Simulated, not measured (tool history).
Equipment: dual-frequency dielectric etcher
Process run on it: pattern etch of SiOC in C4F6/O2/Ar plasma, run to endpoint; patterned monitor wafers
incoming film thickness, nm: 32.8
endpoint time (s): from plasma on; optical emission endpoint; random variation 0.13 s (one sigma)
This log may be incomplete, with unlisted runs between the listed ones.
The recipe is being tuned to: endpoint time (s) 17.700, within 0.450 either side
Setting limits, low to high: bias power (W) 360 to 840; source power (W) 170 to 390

run	hour	bias power (W)	source power (W)	endpoint time (s)
1	0.0	600	280	12.694
2	4.2	559	260	13.534
3	10.1	526	250	14.048
4	14.1	526	220	15.049
5	22.3	503	210	15.479
6	30.4	503	170	16.777
7	39.0	405	170	19.090
8	45.4	414	170	18.968
9	53.6	422	170	18.863
10	58.3	430	170	18.649
11	62.6	436	170	18.422
12	66.6	441	170	18.144

Next run, 4 choices. One meets every target within its allowed miss, the rest don't. Which?
A	70.6	414	170	?
B	70.6	423	170	?
C	70.6	427	190	?
D	70.6	418	170	?

move	endpoint time (s)
A	18.945
B	18.661
C	17.856
D	18.817
A: further off than the last run
B: further off than the last run
C: all results land within tolerance of their targets
D: further off than the last run
The right move is C.
